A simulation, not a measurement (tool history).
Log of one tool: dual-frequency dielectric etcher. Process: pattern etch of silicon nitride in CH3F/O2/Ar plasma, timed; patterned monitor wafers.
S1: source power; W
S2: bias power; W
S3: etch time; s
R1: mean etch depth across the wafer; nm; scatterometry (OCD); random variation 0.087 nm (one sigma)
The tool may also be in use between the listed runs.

run,hour,S1,S2,S3,R1
1,0,330,65,42.5,23.993
2,6.3,370,69,42.5,25.713
3,14.5,370,69,38.5,23.342
4,18.2,390,75,40,25.509
5,21.6,360,75,40,24.675
6,24.1,360,79,40,25.163
7,29.6,360,79,40,25.106

The next listed run, before its measurement:
8,31.9,380,82,40.5,?

R1: 26.433 nm

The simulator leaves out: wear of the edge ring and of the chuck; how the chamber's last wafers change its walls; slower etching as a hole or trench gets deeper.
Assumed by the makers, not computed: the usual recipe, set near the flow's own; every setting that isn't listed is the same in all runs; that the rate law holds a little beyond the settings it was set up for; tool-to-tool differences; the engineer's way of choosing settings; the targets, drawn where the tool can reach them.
